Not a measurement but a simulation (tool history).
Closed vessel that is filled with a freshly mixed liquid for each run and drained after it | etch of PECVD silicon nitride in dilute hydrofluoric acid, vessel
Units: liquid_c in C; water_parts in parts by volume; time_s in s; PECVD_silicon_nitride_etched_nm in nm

run    day  liquid_c  water_parts  time_s  PECVD_silicon_nitride_etched_nm
  1      0        23          275    1545                           12.075
  2  0.362      19.5          275    1545                           9.7587
  3  0.583        22          255    1545                           12.455
  4  0.842        24          240    1545                           14.743
  5  0.975      25.5          225    1545                           17.382
  6  1.075      26.5          220    1545                           18.998

The next listed run, before its measurement:
  7  1.338      27.5          215    1545                                ?

{"run 7": {"PECVD_silicon_nitride_etched_nm": 20.454}}
